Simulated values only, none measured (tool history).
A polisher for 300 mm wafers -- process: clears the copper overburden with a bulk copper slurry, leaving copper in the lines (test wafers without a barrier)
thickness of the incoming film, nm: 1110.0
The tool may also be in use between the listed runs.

run  hour  flow of slurry (ml/min)  pressure of the wafer on the pad (psi)  speed of the pad under the wafer (m/s)  abrasive content of the slurry  overpolish time after the end point (s)  time until the end point was called (s)  dishing of a wide line in a test structure (angstrom)
  1   0.0                      300                                     3.1                                    0.94                            1.00                                       15                                   127.78                                                 373.36
  2   3.2                      335                                     2.9                                    1.04                            1.10                                       13                                   121.51                                                 378.00
  3   6.6                      335                                     2.9                                    0.84                            1.10                                       13                                   141.88                                                 357.15
  4  10.7                      335                                     2.9                                    0.84                            1.10                                       10                                   141.64                                                 323.74
  5  13.8                      305                                     3.3                                    0.84                            1.00                                        9                                   124.78                                                 334.68
  6  19.7                      280                                     3.6                                    0.80                            0.95                                        8                                   121.50                                                 310.31

Run 7 is up next; what results do you expect?
  7  21.8                      260                                     3.9                                    0.80                            0.95                                        7                                        ?                                                      ?

time until the end point was called (s): 111.90
dishing of a wide line in a test structure (angstrom): 308.59
